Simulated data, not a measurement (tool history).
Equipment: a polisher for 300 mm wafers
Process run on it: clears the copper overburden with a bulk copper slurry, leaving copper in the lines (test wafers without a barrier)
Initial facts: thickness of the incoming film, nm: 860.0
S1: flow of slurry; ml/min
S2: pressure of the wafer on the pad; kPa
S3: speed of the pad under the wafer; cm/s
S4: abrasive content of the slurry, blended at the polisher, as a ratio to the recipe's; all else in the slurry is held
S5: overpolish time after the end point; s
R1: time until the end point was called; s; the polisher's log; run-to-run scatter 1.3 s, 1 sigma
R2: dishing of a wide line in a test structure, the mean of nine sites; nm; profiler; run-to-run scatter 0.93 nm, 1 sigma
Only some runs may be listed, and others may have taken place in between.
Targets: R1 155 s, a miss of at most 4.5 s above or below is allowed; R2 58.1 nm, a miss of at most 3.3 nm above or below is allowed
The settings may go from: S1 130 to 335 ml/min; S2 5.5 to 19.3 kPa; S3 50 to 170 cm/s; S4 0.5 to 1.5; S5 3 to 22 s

Run 1, hour 0: S1 215 ml/min, S2 12.4 kPa, S3 110 cm/s, S4 1, S5 11 s. Result: R1 139.03 s, R2 41.793 nm.
Run 2, hour 6.5: S1 215 ml/min, S2 10.3 kPa, S3 110 cm/s, S4 1, S5 11 s. Result: R1 167.78 s, R2 35.663 nm.
Run 3, hour 8.2: S1 215 ml/min, S2 13.1 kPa, S3 110 cm/s, S4 1, S5 11 s. Result: R1 133.66 s, R2 43.131 nm.
Run 4, hour 15.7: S1 215 ml/min, S2 13.1 kPa, S3 126 cm/s, S4 1, S5 11 s. Result: R1 117.17 s, R2 49.128 nm.
Run 5, hour 23.8: S1 215 ml/min, S2 13.1 kPa, S3 126 cm/s, S4 0.85, S5 11 s. Result: R1 123.87 s, R2 45.673 nm.
Run 6, hour 29.5: S1 215 ml/min, S2 15.2 kPa, S3 126 cm/s, S4 0.85, S5 11 s. Result: R1 107.69 s, R2 52.069 nm.
Run 7, hour 30.8: S1 210 ml/min, S2 14.5 kPa, S3 126 cm/s, S4 0.85, S5 12 s. Result: R1 113.66 s, R2 54.836 nm.
Run 8, hour 39.7: S1 205 ml/min, S2 13.8 kPa, S3 126 cm/s, S4 0.85, S5 13 s. Result: R1 118.83 s, R2 54.566 nm.
Run 9, hour 43.7: S1 200 ml/min, S2 13.1 kPa, S3 126 cm/s, S4 0.85, S5 14 s. Result: R1 124.87 s, R2 55.328 nm.
At hour 45.4: head pressure recalibrated.
Run 10, hour 45.4: S1 200 ml/min, S2 13.1 kPa, S3 126 cm/s, S4 0.85, S5 14 s. Result: R1 108.82 s, R2 61.058 nm.
Run 11, hour 48.9: S1 220 ml/min, S2 11.7 kPa, S3 124 cm/s, S4 0.9, S5 15 s. Result: R1 124.8 s, R2 60.58 nm.
Run 12, hour 57.6: S1 210 ml/min, S2 11 kPa, S3 124 cm/s, S4 0.9, S5 16 s. Result: R1 130.57 s, R2 59.87 nm.

Exercise: of the 4 proposed moves below, exactly one satisfies all targets within the stated allowed misses. Which move is it?
Run A, hour 66.3: S1 170 ml/min, S2 11.7 kPa, S3 112 cm/s, S4 0.65, S5 18 s. Result: R1 ?, R2 ?.
Run B, hour 66.3: S1 200 ml/min, S2 11 kPa, S3 164 cm/s, S4 1, S5 11 s. Result: R1 ?, R2 ?.
Run C, hour 66.3: S1 160 ml/min, S2 13.1 kPa, S3 126 cm/s, S4 1, S5 15 s. Result: R1 ?, R2 ?.
Run D, hour 66.3: S1 230 ml/min, S2 14.5 kPa, S3 130 cm/s, S4 0.65, S5 14 s. Result: R1 ?, R2 ?.

move      R1      R2
   A  154.97  58.575
   B  96.839   57.19
   C  108.65  67.148
   D  105.84  66.047
A: all results in spec
B: further off than the last run
C: further off than the last run
D: further off than the last run
Correct choice: A, which meets every target
